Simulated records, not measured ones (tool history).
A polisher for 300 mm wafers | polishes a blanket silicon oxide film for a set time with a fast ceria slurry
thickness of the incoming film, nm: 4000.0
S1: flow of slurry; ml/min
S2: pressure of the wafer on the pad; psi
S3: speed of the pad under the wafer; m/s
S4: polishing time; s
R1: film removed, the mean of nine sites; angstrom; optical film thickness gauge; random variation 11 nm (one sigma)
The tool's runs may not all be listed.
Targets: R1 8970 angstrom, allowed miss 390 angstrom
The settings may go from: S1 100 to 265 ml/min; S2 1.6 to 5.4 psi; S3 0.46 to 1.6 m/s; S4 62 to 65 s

run 1 hour=0 | S1=170 S2=3.5 S3=1.02 S4=62 | R1=12242
run 2 hour=4.9 | S1=135 S2=3.5 S3=1.02 S4=62 | R1=11994
run 3 hour=10.7 | S1=135 S2=3.5 S3=1.02 S4=65 | R1=12221
run 4 hour=18.5 | S1=135 S2=3.4 S3=1.02 S4=65 | R1=12104
run 5 hour=22.5 | S1=135 S2=3.3 S3=1.02 S4=65 | R1=11677
run 6 hour=28.8 | S1=135 S2=3.2 S3=1.02 S4=65 | R1=11412
run 7 hour=30.7 | S1=135 S2=3.1 S3=1.02 S4=65 | R1=10839
run 8 hour=38.3 | S1=135 S2=3 S3=1.02 S4=65 | R1=10453
run 9 hour=44.7 | S1=130 S2=2.4 S3=1 S4=65 | R1=8513.4

Which of these 4 next moves meets every target?
run A hour=51.1 | S1=185 S2=2.2 S3=0.98 S4=65 | R1=?
run B hour=51.1 | S1=130 S2=2.1 S3=1.12 S4=65 | R1=?
run C hour=51.1 | S1=110 S2=2.5 S3=0.98 S4=65 | R1=?
run D hour=51.1 | S1=145 S2=2.6 S3=0.98 S4=65 | R1=?

move=A R1=8236.5
move=B R1=8160.1
move=C R1=8340
move=D R1=9253.9
A: further off than the last run
B: further off than the last run
C: further off than the last run
D: meets every target
Answer: D

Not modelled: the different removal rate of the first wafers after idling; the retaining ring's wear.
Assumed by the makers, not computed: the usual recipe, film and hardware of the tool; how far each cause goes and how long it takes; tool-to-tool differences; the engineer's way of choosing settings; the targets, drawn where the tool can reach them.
